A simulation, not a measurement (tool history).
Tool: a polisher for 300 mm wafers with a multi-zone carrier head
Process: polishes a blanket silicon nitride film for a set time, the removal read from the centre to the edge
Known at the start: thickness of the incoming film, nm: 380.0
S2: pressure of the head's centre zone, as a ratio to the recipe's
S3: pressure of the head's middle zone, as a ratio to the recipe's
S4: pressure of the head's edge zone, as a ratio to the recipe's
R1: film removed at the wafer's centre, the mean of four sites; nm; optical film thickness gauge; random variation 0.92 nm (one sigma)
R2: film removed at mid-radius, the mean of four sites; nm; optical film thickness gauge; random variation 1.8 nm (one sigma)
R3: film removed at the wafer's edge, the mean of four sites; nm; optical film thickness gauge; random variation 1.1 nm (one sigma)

Run 1, day 0.000: flow of slurry (ml/min) 130, S2 1.00, S3 1.00, S4 1.00, polishing time (s) 73. Result: R1 95.815 nm, R2 97.769 nm, R3 97.963 nm.
Run 2, day 0.296: flow of slurry (ml/min) 140, S2 0.98, S3 1.03, S4 1.03, polishing time (s) 74. Result: R1 96.440 nm, R2 103.140 nm, R3 102.400 nm.
Run 3, day 0.438: flow of slurry (ml/min) 155, S2 0.98, S3 1.03, S4 1.03, polishing time (s) 74. Result: R1 99.750 nm, R2 104.470 nm, R3 102.530 nm.
Run 4, day 0.646: flow of slurry (ml/min) 155, S2 0.96, S3 1.06, S4 1.05, polishing time (s) 75. Result: R1 99.498 nm, R2 108.280 nm, R3 104.360 nm.
Run 5, day 0.762: flow of slurry (ml/min) 155, S2 0.96, S3 0.98, S4 1.05, polishing time (s) 75. Result: R1 96.888 nm, R2 102.990 nm, R3 103.550 nm.
Run 6, day 0.821: flow of slurry (ml/min) 155, S2 0.96, S3 0.98, S4 1.05, polishing time (s) 61. Result: R1 80.139 nm, R2 86.088 nm, R3 85.045 nm.
Run 7, day 1.167: flow of slurry (ml/min) 155, S2 0.94, S3 1.01, S4 1.05, polishing time (s) 66. Result: R1 84.741 nm, R2 92.734 nm, R3 93.334 nm.
Run 8, day 1.471: flow of slurry (ml/min) 165, S2 0.92, S3 1.04, S4 1.04, polishing time (s) 69. Result: R1 86.392 nm, R2 100.050 nm, R3 96.331 nm.
Run 9, day 1.592: flow of slurry (ml/min) 165, S2 0.91, S3 1.06, S4 1.04, polishing time (s) 72. Result: R1 90.677 nm, R2 107.020 nm, R3 99.004 nm.
Run 10, day 1.692: flow of slurry (ml/min) 165, S2 0.90, S3 1.08, S4 1.06, polishing time (s) 74. Result: R1 92.267 nm, R2 108.910 nm, R3 104.190 nm.
Run 11, day 1.862: flow of slurry (ml/min) 170, S2 0.89, S3 1.10, S4 1.06, polishing time (s) 76. Result: R1 94.023 nm, R2 116.470 nm, R3 105.040 nm.
Run 12, day 2.067: flow of slurry (ml/min) 170, S2 0.89, S3 1.10, S4 1.06, polishing time (s) 76. Result: R1 94.620 nm, R2 116.850 nm, R3 108.390 nm.
Run 13, day 2.146: flow of slurry (ml/min) 175, S2 0.89, S3 1.12, S4 1.07, polishing time (s) 77. Result: R1 95.803 nm, R2 119.470 nm, R3 108.730 nm.
Run 14, day 2.471: flow of slurry (ml/min) 175, S2 0.88, S3 1.13, S4 1.08, polishing time (s) 78. Result: R1 96.886 nm, R2 126.170 nm, R3 111.240 nm.

Run 15 comes next. What will it give?
Run 15, day 2.521: flow of slurry (ml/min) 175, S2 0.88, S3 1.13, S4 1.10, polishing time (s) 78. Result: R1 ?, R2 ?, R3 ?.

{"run 15": {"R1": 94.851, "R2": 122.16, "R3": 114.2}}
